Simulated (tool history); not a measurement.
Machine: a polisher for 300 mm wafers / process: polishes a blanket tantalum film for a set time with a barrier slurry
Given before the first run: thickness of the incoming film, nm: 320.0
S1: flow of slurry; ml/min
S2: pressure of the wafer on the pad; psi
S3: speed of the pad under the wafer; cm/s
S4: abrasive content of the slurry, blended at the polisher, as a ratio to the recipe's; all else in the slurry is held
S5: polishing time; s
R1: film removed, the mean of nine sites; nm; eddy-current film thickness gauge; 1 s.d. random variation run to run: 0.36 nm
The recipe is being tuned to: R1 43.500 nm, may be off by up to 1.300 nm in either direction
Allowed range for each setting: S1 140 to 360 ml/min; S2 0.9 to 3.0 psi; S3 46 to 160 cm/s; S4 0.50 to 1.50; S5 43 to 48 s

| run | day | S1 | S2 | S3 | S4 | S5 | R1 |
|---|---|---|---|---|---|---|---|
| 1 | 0.000 | 230 | 1.9 | 102 | 1.00 | 48 | 74.014 |
| 2 | 0.275 | 230 | 1.7 | 102 | 1.00 | 48 | 66.466 |
| 3 | 0.496 | 230 | 2.2 | 102 | 1.00 | 48 | 85.177 |
| 4 | 0.696 | 230 | 1.9 | 102 | 1.00 | 48 | 75.807 |
| 5 | 0.846 | 230 | 1.7 | 100 | 1.00 | 48 | 65.861 |
| 6 | 1.167 | 230 | 1.5 | 100 | 1.00 | 48 | 58.368 |
| 7 | 1.446 | 230 | 1.4 | 100 | 1.00 | 48 | 53.692 |
| 8 | 1.483 | 220 | 1.0 | 100 | 1.00 | 48 | 39.750 |
| 9 | 1.796 | 230 | 1.0 | 100 | 1.00 | 48 | 39.327 |

Which of these 5 next moves meets every target?
| A | 2.108 | 295 | 1.0 | 96 | 0.90 | 44 | ? |
| B | 2.108 | 215 | 1.4 | 100 | 0.75 | 45 | ? |
| C | 2.108 | 190 | 1.0 | 122 | 1.10 | 44 | ? |
| D | 2.108 | 260 | 1.1 | 90 | 1.05 | 48 | ? |
| E | 2.108 | 235 | 1.2 | 116 | 0.75 | 46 | ? |

| move | R1 |
|---|---|
| A | 34.449 |
| B | 46.766 |
| C | 43.777 |
| D | 39.697 |
| E | 48.068 |
A: lands further from the targets than the last run did
B: pushes the last run's worst result past its target
C: meets every target
D: better than the last run, though not everything is in spec
E: pushes the last run's worst result past its target
Move C is the one to make.
